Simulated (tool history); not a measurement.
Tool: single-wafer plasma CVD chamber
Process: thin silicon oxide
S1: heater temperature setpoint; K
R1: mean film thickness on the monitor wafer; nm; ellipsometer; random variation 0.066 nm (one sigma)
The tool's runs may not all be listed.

{"run": 1, "hour": 0.0, "S1": 663.15, "chamber pressure (Pa)": 77.1, "RF power (W)": 365, "deposition time (s)": 12.6, "R1": 21.222}
{"run": 2, "hour": 4.4, "S1": 663.15, "chamber pressure (Pa)": 77.1, "RF power (W)": 365, "deposition time (s)": 12.6, "R1": 21.022}
{"run": 3, "hour": 6.0, "S1": 669.15, "chamber pressure (Pa)": 77.1, "RF power (W)": 365, "deposition time (s)": 12.6, "R1": 21.137}
{"run": 4, "hour": 9.5, "S1": 669.15, "chamber pressure (Pa)": 77.1, "RF power (W)": 340, "deposition time (s)": 12.6, "R1": 20.594}
{"run": 5, "hour": 12.1, "S1": 661.15, "chamber pressure (Pa)": 77.1, "RF power (W)": 340, "deposition time (s)": 12.6, "R1": 20.434}
{"run": 6, "hour": 14.0, "S1": 661.15, "chamber pressure (Pa)": 72.7, "RF power (W)": 340, "deposition time (s)": 12.6, "R1": 19.274}
{"run": 7, "hour": 17.9, "S1": 661.15, "chamber pressure (Pa)": 68.9, "RF power (W)": 340, "deposition time (s)": 12.6, "R1": 18.238}
{"run": 8, "hour": 18.5, "S1": 661.15, "chamber pressure (Pa)": 68.9, "RF power (W)": 340, "deposition time (s)": 12.6, "R1": 18.241}
{"run": 9, "hour": 20.0, "S1": 661.15, "chamber pressure (Pa)": 65.7, "RF power (W)": 340, "deposition time (s)": 12.6, "R1": 17.473}
{"run": 10, "hour": 22.7, "S1": 661.15, "chamber pressure (Pa)": 65.7, "RF power (W)": 340, "deposition time (s)": 12.6, "R1": 17.545}
{"run": 11, "hour": 31.2, "S1": 661.15, "chamber pressure (Pa)": 62.9, "RF power (W)": 335, "deposition time (s)": 12.6, "R1": 16.652}
{"run": 12, "hour": 37.3, "S1": 661.15, "chamber pressure (Pa)": 60.5, "RF power (W)": 335, "deposition time (s)": 12.6, "R1": 16.027}
{"run": 13, "hour": 40.9, "S1": 661.15, "chamber pressure (Pa)": 58.5, "RF power (W)": 335, "deposition time (s)": 12.6, "R1": 15.553}
{"run": 14, "hour": 45.6, "S1": 661.15, "chamber pressure (Pa)": 58.5, "RF power (W)": 335, "deposition time (s)": 12.6, "R1": 15.558}
{"run": 15, "hour": 54.3, "S1": 661.15, "chamber pressure (Pa)": 56.9, "RF power (W)": 335, "deposition time (s)": 12.6, "R1": 15.238}

For run 16, what comes out?
{"run": 16, "hour": 56.7, "S1": 661.15, "chamber pressure (Pa)": 46.3, "RF power (W)": 330, "deposition time (s)": 12.6, "R1": "?"}

{"run 16": {"R1": 12.191}}

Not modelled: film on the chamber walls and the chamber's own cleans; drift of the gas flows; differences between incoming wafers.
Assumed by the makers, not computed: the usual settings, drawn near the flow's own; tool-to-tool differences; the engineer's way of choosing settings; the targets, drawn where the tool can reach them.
